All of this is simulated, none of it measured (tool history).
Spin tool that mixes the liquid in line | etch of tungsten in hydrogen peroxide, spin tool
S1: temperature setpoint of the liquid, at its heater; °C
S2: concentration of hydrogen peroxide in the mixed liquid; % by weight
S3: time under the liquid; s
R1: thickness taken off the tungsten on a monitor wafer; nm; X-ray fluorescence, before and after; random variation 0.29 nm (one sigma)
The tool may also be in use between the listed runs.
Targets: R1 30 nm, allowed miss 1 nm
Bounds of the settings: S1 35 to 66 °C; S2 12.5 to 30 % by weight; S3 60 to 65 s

| run | hour | S1 | S2 | S3 | R1 |
|---|---|---|---|---|---|
| 1 | 0 | 51 | 23.5 | 60 | 51.417 |
| 2 | 7 | 51 | 23.5 | 65 | 55.182 |
| 3 | 8.9 | 51 | 20.5 | 65 | 52.075 |
| 4 | 11.1 | 49 | 20.5 | 65 | 45.929 |
| 5 | 12.1 | 49 | 20.5 | 65 | 45.51 |
| 6 | 18.4 | 47.5 | 20.5 | 65 | 41.087 |
| 7 | 21.4 | 46.5 | 20.5 | 65 | 39.866 |
| 8 | 28.7 | 45.5 | 20.5 | 65 | 36.748 |
| 9 | 37.2 | 45 | 20.5 | 65 | 35.734 |
| 10 | 46.2 | 41.5 | 20.5 | 65 | 27.895 |

Which of these 4 next moves meets every target?
| A | 55.2 | 41 | 20 | 65 | ? |
| B | 55.2 | 41 | 20.5 | 65 | ? |
| C | 55.2 | 45.5 | 14 | 65 | ? |
| D | 55.2 | 44 | 24 | 60 | ? |

| move | R1 |
|---|---|
| A | 27.171 |
| B | 27.509 |
| C | 30.396 |
| D | 33.376 |
A: further off than the last run
B: further off than the last run
C: meets every target
D: takes the result that was furthest off past its target
The right move is C.

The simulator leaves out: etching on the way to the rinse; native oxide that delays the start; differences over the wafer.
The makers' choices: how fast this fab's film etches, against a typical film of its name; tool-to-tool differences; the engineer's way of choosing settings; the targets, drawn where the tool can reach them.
